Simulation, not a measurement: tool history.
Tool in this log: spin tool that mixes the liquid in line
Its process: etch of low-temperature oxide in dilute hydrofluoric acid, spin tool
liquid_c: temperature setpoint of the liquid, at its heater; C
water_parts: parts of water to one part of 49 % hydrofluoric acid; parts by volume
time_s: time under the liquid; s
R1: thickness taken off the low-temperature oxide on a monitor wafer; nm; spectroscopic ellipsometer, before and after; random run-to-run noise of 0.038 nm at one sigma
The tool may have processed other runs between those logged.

{"run": 1, "hour": 0.0, "liquid_c": 22, "water_parts": 240, "time_s": 100, "R1": 6.4464}
{"run": 2, "hour": 7.1, "liquid_c": 21, "water_parts": 250, "time_s": 100, "R1": 5.9127}
{"run": 3, "hour": 11.2, "liquid_c": 22.5, "water_parts": 250, "time_s": 100, "R1": 6.2174}
{"run": 4, "hour": 18.4, "liquid_c": 22.5, "water_parts": 250, "time_s": 100, "R1": 6.3075}
{"run": 5, "hour": 25.4, "liquid_c": 21, "water_parts": 250, "time_s": 100, "R1": 5.9254}
{"run": 6, "hour": 32.0, "liquid_c": 20.5, "water_parts": 260, "time_s": 100, "R1": 5.5621}

What does the tool deliver on the next run?
{"run": 7, "hour": 37.1, "liquid_c": 20, "water_parts": 270, "time_s": 100, "R1": "?"}

R1: 5.273 nm

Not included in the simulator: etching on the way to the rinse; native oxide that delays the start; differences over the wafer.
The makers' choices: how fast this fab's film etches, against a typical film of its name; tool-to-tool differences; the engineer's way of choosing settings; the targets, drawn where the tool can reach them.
